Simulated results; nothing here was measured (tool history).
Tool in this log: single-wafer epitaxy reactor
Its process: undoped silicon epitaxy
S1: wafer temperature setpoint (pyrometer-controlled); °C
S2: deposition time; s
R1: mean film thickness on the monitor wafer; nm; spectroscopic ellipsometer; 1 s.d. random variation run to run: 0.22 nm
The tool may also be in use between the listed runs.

{"run": 1, "hour": 0.0, "S1": 655, "S2": 195, "R1": 34.807}
{"run": 2, "hour": 8.6, "S1": 665, "S2": 195, "R1": 44.375}
{"run": 3, "hour": 16.0, "S1": 666, "S2": 195, "R1": 45.271}
{"run": 4, "hour": 19.7, "S1": 657, "S2": 195, "R1": 36.639}
{"run": 5, "hour": 22.4, "S1": 659, "S2": 195, "R1": 38.555}
{"run": 6, "hour": 27.8, "S1": 650, "S2": 195, "R1": 30.898}
{"run": 7, "hour": 31.7, "S1": 653, "S2": 195, "R1": 33.324}
{"run": 8, "hour": 36.9, "S1": 656, "S2": 195, "R1": 35.851}
{"run": 9, "hour": 39.5, "S1": 658, "S2": 195, "R1": 37.391}
{"run": 10, "hour": 40.7, "S1": 660, "S2": 195, "R1": 39.59}
{"run": 11, "hour": 46.4, "S1": 661, "S2": 195, "R1": 40.289}

Run 12 is up next; what results do you expect?
{"run": 12, "hour": 52.4, "S1": 662, "S2": 195, "R1": "?"}

{"run 12": {"R1": 41.293}}

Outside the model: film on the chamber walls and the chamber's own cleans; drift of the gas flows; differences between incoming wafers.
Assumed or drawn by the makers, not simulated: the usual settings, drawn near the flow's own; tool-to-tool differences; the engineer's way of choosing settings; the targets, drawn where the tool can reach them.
